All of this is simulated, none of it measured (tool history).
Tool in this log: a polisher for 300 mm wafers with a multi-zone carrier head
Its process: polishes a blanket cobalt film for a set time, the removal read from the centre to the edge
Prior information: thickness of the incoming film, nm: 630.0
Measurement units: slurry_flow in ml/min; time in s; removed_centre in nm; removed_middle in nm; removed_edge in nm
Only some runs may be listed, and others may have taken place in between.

{"run": 1, "hour": 0.0, "slurry_flow": 155, "centre_zone": 1.0, "middle_zone": 1.0, "edge_zone": 1.0, "time": 29, "removed_centre": 236.68, "removed_middle": 242.3, "removed_edge": 233.32}
{"run": 2, "hour": 4.2, "slurry_flow": 155, "centre_zone": 1.0, "middle_zone": 1.0, "edge_zone": 0.92, "time": 29, "removed_centre": 231.97, "removed_middle": 245.73, "removed_edge": 228.95}
{"run": 3, "hour": 13.0, "slurry_flow": 155, "centre_zone": 1.03, "middle_zone": 1.0, "edge_zone": 0.92, "time": 29, "removed_centre": 239.31, "removed_middle": 238.59, "removed_edge": 228.81}
{"run": 4, "hour": 13.9, "slurry_flow": 165, "centre_zone": 1.04, "middle_zone": 0.99, "edge_zone": 0.94, "time": 29, "removed_centre": 244.18, "removed_middle": 241.1, "removed_edge": 229.82}
{"run": 5, "hour": 17.9, "slurry_flow": 195, "centre_zone": 1.04, "middle_zone": 0.99, "edge_zone": 0.94, "time": 29, "removed_centre": 254.91, "removed_middle": 250.78, "removed_edge": 236.4}
{"run": 6, "hour": 24.5, "slurry_flow": 195, "centre_zone": 1.04, "middle_zone": 0.99, "edge_zone": 0.94, "time": 24, "removed_centre": 214.54, "removed_middle": 205.78, "removed_edge": 196.56}

The next listed run, before its measurement:
{"run": 7, "hour": 31.1, "slurry_flow": 195, "centre_zone": 1.05, "middle_zone": 0.98, "edge_zone": 0.96, "time": 25, "removed_centre": "?", "removed_middle": "?", "removed_edge": "?"}

removed_centre: 218.65 nm
removed_middle: 211.76 nm
removed_edge: 202.96 nm
